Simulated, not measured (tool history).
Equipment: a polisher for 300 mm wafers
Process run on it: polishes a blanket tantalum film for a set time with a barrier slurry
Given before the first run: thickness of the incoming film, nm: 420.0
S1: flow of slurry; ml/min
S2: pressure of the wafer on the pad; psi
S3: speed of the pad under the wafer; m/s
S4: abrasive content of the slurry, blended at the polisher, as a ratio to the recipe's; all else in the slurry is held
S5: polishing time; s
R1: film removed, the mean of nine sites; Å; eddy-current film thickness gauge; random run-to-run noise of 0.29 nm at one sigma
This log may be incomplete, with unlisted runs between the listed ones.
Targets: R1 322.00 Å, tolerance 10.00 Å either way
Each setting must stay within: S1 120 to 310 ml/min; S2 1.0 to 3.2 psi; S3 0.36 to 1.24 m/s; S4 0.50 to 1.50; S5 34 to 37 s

Run 1, hour 0.0: S1 200 ml/min, S2 2.1 psi, S3 0.80 m/s, S4 1.00, S5 37 s. Result: R1 615.35 Å.
Run 2, hour 5.1: S1 200 ml/min, S2 2.1 psi, S3 0.80 m/s, S4 1.10, S5 37 s. Result: R1 631.61 Å.
Run 3, hour 9.8: S1 195 ml/min, S2 1.7 psi, S3 0.76 m/s, S4 1.10, S5 37 s. Result: R1 493.71 Å.
Run 4, hour 11.9: S1 190 ml/min, S2 1.5 psi, S3 0.74 m/s, S4 1.10, S5 37 s. Result: R1 423.54 Å.
Run 5, hour 19.8: S1 185 ml/min, S2 1.3 psi, S3 0.74 m/s, S4 1.10, S5 37 s. Result: R1 366.37 Å.
Run 6, hour 26.1: S1 185 ml/min, S2 1.0 psi, S3 0.74 m/s, S4 1.10, S5 37 s. Result: R1 285.80 Å.
Run 7, hour 34.1: S1 205 ml/min, S2 1.2 psi, S3 0.74 m/s, S4 1.10, S5 37 s. Result: R1 344.97 Å.
Run 8, hour 37.1: S1 195 ml/min, S2 1.2 psi, S3 0.74 m/s, S4 1.10, S5 37 s. Result: R1 348.93 Å.
Run 9, hour 44.8: S1 195 ml/min, S2 1.0 psi, S3 0.74 m/s, S4 1.10, S5 37 s. Result: R1 285.79 Å.

Of the 5 settings listed for the next run, only one would bring every result within its allowed miss of target. Which one?
Run A, hour 52.5: S1 190 ml/min, S2 1.0 psi, S3 0.60 m/s, S4 0.90, S5 37 s. Result: R1 ?.
Run B, hour 52.5: S1 190 ml/min, S2 1.2 psi, S3 0.64 m/s, S4 1.15, S5 36 s. Result: R1 ?.
Run C, hour 52.5: S1 190 ml/min, S2 1.2 psi, S3 0.56 m/s, S4 1.15, S5 36 s. Result: R1 ?.
Run D, hour 52.5: S1 175 ml/min, S2 1.2 psi, S3 0.82 m/s, S4 1.20, S5 34 s. Result: R1 ?.
Run E, hour 52.5: S1 215 ml/min, S2 1.0 psi, S3 0.90 m/s, S4 1.05, S5 35 s. Result: R1 ?.

move      R1
   A  232.86
   B  300.15
   C  272.70
   D  340.81
   E  317.14
A: its largest miss is bigger than the last run's
B: nearer the targets than the last run, but a result is still out of spec
C: its largest miss is bigger than the last run's
D: moves the result that the last run missed by most past its target, out the other side
E: all results in spec
Move E is the one to make.

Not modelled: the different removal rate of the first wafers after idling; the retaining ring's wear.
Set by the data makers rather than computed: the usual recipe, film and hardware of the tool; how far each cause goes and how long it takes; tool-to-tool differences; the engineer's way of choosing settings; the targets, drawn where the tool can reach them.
